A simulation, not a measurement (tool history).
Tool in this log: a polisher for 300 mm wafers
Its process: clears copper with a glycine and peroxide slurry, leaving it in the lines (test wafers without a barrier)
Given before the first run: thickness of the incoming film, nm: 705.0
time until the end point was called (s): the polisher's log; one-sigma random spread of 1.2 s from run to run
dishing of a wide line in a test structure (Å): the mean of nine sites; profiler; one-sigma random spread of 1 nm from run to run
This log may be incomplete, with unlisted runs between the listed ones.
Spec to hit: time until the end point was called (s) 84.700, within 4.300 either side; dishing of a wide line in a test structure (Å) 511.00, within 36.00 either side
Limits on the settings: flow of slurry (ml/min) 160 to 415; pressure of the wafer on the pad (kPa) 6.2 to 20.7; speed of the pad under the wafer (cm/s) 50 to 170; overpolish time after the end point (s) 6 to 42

| run | hour | flow of slurry (ml/min) | pressure of the wafer on the pad (kPa) | speed of the pad under the wafer (cm/s) | overpolish time after the end point (s) | time until the end point was called (s) | dishing of a wide line in a test structure (Å) |
|---|---|---|---|---|---|---|---|
| 1 | 0.0 | 265 | 13.1 | 110 | 21 | 135.010 | 442.31 |
| 2 | 6.9 | 265 | 14.5 | 112 | 21 | 123.850 | 454.24 |
| 3 | 14.4 | 265 | 14.5 | 122 | 21 | 114.440 | 453.06 |
| 4 | 20.9 | 265 | 15.9 | 124 | 22 | 102.230 | 474.87 |
| 5 | 29.8 | 265 | 14.5 | 124 | 22 | 112.980 | 450.17 |
| 6 | 33.1 | 265 | 15.2 | 124 | 22 | 109.640 | 469.53 |
| 7 | 41.1 | 265 | 15.2 | 124 | 22 | 106.900 | 456.30 |
| 8 | 45.5 | 265 | 15.9 | 124 | 23 | 105.110 | 490.27 |
| 9 | 47.7 | 265 | 16.5 | 126 | 23 | 98.073 | 476.06 |
| 10 | 48.5 | 265 | 17.2 | 126 | 24 | 96.849 | 487.48 |
| 11 | 53.7 | 265 | 17.9 | 126 | 24 | 92.262 | 481.27 |
| 12 | 56.1 | 265 | 17.9 | 126 | 25 | 92.925 | 483.11 |
| 13 | 57.0 | 265 | 18.6 | 126 | 26 | 92.915 | 490.88 |

Which of these 5 next moves meets every target?
| A | 57.9 | 255 | 15.2 | 128 | 36 | ? | ? |
| B | 57.9 | 285 | 16.5 | 122 | 35 | ? | ? |
| C | 57.9 | 280 | 20.7 | 144 | 29 | ? | ? |
| D | 57.9 | 265 | 20.0 | 114 | 16 | ? | ? |
| E | 57.9 | 190 | 15.9 | 168 | 32 | ? | ? |

| move | time until the end point was called (s) | dishing of a wide line in a test structure (Å) |
|---|---|---|
| A | 105.480 | 505.15 |
| B | 101.650 | 507.00 |
| C | 74.109 | 497.47 |
| D | 93.589 | 436.58 |
| E | 83.851 | 491.21 |
A: further off than the last run
B: further off than the last run
C: takes the result that was furthest off past its target
D: further off than the last run
E: each result inside its tolerance
E is the move that brings every result within its allowed miss.

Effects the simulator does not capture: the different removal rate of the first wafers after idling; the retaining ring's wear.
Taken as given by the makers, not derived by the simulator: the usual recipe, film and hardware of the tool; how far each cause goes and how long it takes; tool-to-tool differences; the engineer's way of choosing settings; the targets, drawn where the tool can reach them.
